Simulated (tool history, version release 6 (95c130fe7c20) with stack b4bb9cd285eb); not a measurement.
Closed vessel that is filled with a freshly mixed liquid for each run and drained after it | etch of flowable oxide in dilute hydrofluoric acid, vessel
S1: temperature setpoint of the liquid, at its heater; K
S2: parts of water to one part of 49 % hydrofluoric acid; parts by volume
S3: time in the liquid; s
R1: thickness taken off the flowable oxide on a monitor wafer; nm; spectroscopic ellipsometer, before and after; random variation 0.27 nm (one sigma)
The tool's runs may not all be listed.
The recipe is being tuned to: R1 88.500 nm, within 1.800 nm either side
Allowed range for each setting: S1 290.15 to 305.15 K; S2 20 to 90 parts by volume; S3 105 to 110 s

| run | hour | S1 | S2 | S3 | R1 |
|---|---|---|---|---|---|
| 1 | 0.0 | 297.15 | 50 | 105 | 143.600 |
| 2 | 3.2 | 297.15 | 35 | 105 | 211.340 |
| 3 | 5.5 | 297.15 | 35 | 105 | 210.880 |
| 4 | 13.7 | 297.15 | 35 | 110 | 219.970 |
| 5 | 21.2 | 297.15 | 35 | 110 | 219.640 |
| 6 | 29.8 | 297.15 | 50 | 110 | 151.020 |
| 7 | 31.2 | 293.15 | 65 | 110 | 95.979 |
| 8 | 39.1 | 292.65 | 65 | 110 | 94.638 |

Which single option among these 5 for the next run brings every result within its allowed miss of target? Just one does.
| A | 47.0 | 292.65 | 60 | 110 | ? |
| B | 47.0 | 292.15 | 65 | 105 | ? |
| C | 47.0 | 292.15 | 60 | 105 | ? |
| D | 47.0 | 294.15 | 65 | 110 | ? |
| E | 47.0 | 290.15 | 50 | 105 | ? |

| move | R1 |
|---|---|
| A | 102.700 |
| B | 88.086 |
| C | 95.993 |
| D | 100.300 |
| E | 107.010 |
A: lands further from the targets than the last run did
B: all results in spec
C: lands further from the targets than the last run did
D: lands further from the targets than the last run did
E: lands further from the targets than the last run did
The move that meets every target is B.
